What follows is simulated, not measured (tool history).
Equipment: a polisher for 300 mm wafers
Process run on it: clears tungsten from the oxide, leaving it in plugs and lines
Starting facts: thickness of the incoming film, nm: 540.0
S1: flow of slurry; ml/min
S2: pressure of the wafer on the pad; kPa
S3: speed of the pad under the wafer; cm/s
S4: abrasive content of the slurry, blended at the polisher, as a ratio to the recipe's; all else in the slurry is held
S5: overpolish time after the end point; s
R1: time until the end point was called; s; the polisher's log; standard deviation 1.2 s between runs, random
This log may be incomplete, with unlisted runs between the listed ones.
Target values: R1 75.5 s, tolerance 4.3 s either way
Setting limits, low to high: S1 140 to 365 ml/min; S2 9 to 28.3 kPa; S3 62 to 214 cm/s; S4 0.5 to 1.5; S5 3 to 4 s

run 1 hour=0 | S1=235 S2=18.6 S3=138 S4=1 S5=4 | R1=106.95
run 2 hour=5.7 | S1=235 S2=18.6 S3=138 S4=0.9 S5=4 | R1=112.45
run 3 hour=11.4 | S1=235 S2=20.7 S3=140 S4=0.9 S5=4 | R1=102.2
run 4 hour=17.1 | S1=235 S2=22.8 S3=142 S4=0.9 S5=4 | R1=95.527
run 5 hour=21.1 | S1=235 S2=22.8 S3=142 S4=0.9 S5=4 | R1=95.085
run 6 hour=28.9 | S1=235 S2=22.8 S3=142 S4=0.75 S5=4 | R1=102
run 7 hour=30.3 | S1=235 S2=24.1 S3=148 S4=0.75 S5=4 | R1=91.95
run 8 hour=31.6 | S1=235 S2=25.5 S3=150 S4=0.75 S5=4 | R1=87.851
run 9 hour=36.6 | S1=235 S2=26.2 S3=152 S4=0.75 S5=4 | R1=84.365

Consider the 5 candidate settings below. Which is the only one whose results all fall within their allowed miss of target?
run A hour=41.6 | S1=250 S2=24.8 S3=140 S4=0.6 S5=3 | R1=?
run B hour=41.6 | S1=205 S2=18.6 S3=168 S4=0.8 S5=4 | R1=?
run C hour=41.6 | S1=185 S2=28.3 S3=136 S4=0.75 S5=3 | R1=?
run D hour=41.6 | S1=225 S2=24.8 S3=182 S4=0.7 S5=3 | R1=?
run E hour=41.6 | S1=210 S2=26.2 S3=152 S4=0.8 S5=4 | R1=?

move=A R1=97.689
move=B R1=94.718
move=C R1=88.842
move=D R1=73.363
move=E R1=81.688
A: its largest miss is bigger than the last run's
B: its largest miss is bigger than the last run's
C: its largest miss is bigger than the last run's
D: every result within its allowed miss
E: closes in on the targets versus the last run, not all within tolerance yet
The move that meets every target is D.

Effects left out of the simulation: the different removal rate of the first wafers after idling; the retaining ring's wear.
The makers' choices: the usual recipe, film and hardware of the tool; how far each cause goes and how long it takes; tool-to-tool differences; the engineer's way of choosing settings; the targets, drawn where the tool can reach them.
